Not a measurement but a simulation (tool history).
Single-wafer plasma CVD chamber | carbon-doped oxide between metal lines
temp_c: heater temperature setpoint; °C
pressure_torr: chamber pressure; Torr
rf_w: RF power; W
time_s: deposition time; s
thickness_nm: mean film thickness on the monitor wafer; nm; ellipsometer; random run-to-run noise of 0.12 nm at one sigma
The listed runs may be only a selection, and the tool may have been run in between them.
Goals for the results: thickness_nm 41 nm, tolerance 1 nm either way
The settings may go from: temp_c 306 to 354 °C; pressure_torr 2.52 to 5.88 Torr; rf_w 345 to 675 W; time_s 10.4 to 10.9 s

{"run": 1, "hour": 0.0, "temp_c": 330, "pressure_torr": 4.2, "rf_w": 510, "time_s": 10.9, "thickness_nm": 57.552}
{"run": 2, "hour": 0.8, "temp_c": 336, "pressure_torr": 3.92, "rf_w": 460, "time_s": 10.7, "thickness_nm": 50.59}
{"run": 3, "hour": 1.6, "temp_c": 336, "pressure_torr": 3.92, "rf_w": 460, "time_s": 10.4, "thickness_nm": 49.317}
{"run": 4, "hour": 10.2, "temp_c": 336, "pressure_torr": 3.92, "rf_w": 460, "time_s": 10.4, "thickness_nm": 49.321}
{"run": 5, "hour": 17.4, "temp_c": 336, "pressure_torr": 3.92, "rf_w": 400, "time_s": 10.4, "thickness_nm": 43.229}
{"run": 6, "hour": 24.0, "temp_c": 336, "pressure_torr": 3.92, "rf_w": 400, "time_s": 10.9, "thickness_nm": 45.547}
{"run": 7, "hour": 27.4, "temp_c": 337, "pressure_torr": 3.82, "rf_w": 390, "time_s": 10.9, "thickness_nm": 44.139}
{"run": 8, "hour": 34.1, "temp_c": 338, "pressure_torr": 3.71, "rf_w": 385, "time_s": 10.9, "thickness_nm": 43.023}
{"run": 9, "hour": 41.3, "temp_c": 340, "pressure_torr": 3.61, "rf_w": 385, "time_s": 10.9, "thickness_nm": 42.807}
{"run": 10, "hour": 44.4, "temp_c": 341, "pressure_torr": 3.52, "rf_w": 385, "time_s": 10.9, "thickness_nm": 42.236}
{"run": 11, "hour": 47.7, "temp_c": 342, "pressure_torr": 3.46, "rf_w": 385, "time_s": 10.9, "thickness_nm": 41.96}

Exactly one of the 4 candidate moves below puts every result within its allowed miss. Which one?
{"run": "A", "hour": 51.0, "temp_c": 313, "pressure_torr": 3.75, "rf_w": 375, "time_s": 10.4, "thickness_nm": "?"}
{"run": "B", "hour": 51.0, "temp_c": 337, "pressure_torr": 3.89, "rf_w": 380, "time_s": 10.9, "thickness_nm": "?"}
{"run": "C", "hour": 51.0, "temp_c": 352, "pressure_torr": 3.71, "rf_w": 380, "time_s": 10.9, "thickness_nm": "?"}
{"run": "D", "hour": 51.0, "temp_c": 345, "pressure_torr": 3.42, "rf_w": 425, "time_s": 10.4, "thickness_nm": "?"}

move=A thickness_nm=43.36
move=B thickness_nm=42.802
move=C thickness_nm=40.82
move=D thickness_nm=43.691
A: its largest miss is bigger than the last run's
B: its largest miss is bigger than the last run's
C: every result within its allowed miss
D: its largest miss is bigger than the last run's
So the answer is move C, the one that meets all the targets.
